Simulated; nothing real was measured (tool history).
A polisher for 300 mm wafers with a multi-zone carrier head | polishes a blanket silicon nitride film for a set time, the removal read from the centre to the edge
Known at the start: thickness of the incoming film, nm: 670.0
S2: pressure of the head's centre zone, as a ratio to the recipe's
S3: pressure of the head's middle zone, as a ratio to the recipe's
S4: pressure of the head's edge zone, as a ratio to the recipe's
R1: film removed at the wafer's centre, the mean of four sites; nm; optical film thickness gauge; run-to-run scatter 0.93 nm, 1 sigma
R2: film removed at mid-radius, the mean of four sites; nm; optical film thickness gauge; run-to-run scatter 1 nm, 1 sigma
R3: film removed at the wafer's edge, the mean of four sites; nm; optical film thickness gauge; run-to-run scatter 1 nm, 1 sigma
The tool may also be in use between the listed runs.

{"run": 1, "hour": 0.0, "flow of slurry (ml/min)": 300, "S2": 1.0, "S3": 1.0, "S4": 1.0, "polishing time (s)": 31, "R1": 83.241, "R2": 83.825, "R3": 81.602}
{"run": 2, "hour": 0.9, "flow of slurry (ml/min)": 300, "S2": 1.0, "S3": 1.0, "S4": 0.92, "polishing time (s)": 31, "R1": 84.232, "R2": 81.889, "R3": 80.699}
{"run": 3, "hour": 6.4, "flow of slurry (ml/min)": 300, "S2": 1.0, "S3": 1.0, "S4": 0.93, "polishing time (s)": 32, "R1": 87.504, "R2": 84.097, "R3": 83.415}
{"run": 4, "hour": 11.3, "flow of slurry (ml/min)": 300, "S2": 1.0, "S3": 1.01, "S4": 0.94, "polishing time (s)": 33, "R1": 89.064, "R2": 89.38, "R3": 85.275}
{"run": 5, "hour": 14.9, "flow of slurry (ml/min)": 300, "S2": 1.0, "S3": 1.01, "S4": 0.95, "polishing time (s)": 34, "R1": 94.176, "R2": 91.126, "R3": 88.781}
{"run": 6, "hour": 22.7, "flow of slurry (ml/min)": 300, "S2": 1.0, "S3": 1.01, "S4": 0.95, "polishing time (s)": 31, "R1": 84.205, "R2": 82.3, "R3": 81.198}
{"run": 7, "hour": 31.5, "flow of slurry (ml/min)": 300, "S2": 1.0, "S3": 1.01, "S4": 0.96, "polishing time (s)": 32, "R1": 88.957, "R2": 86.938, "R3": 82.453}
{"run": 8, "hour": 38.2, "flow of slurry (ml/min)": 300, "S2": 0.99, "S3": 1.01, "S4": 0.97, "polishing time (s)": 33, "R1": 89.185, "R2": 87.83, "R3": 88.986}

Expected results for the next run?
{"run": 9, "hour": 41.2, "flow of slurry (ml/min)": 305, "S2": 0.99, "S3": 1.02, "S4": 0.98, "polishing time (s)": 33, "R1": "?", "R2": "?", "R3": "?"}

R1: 88.877 nm
R2: 87.799 nm
R3: 86.925 nm
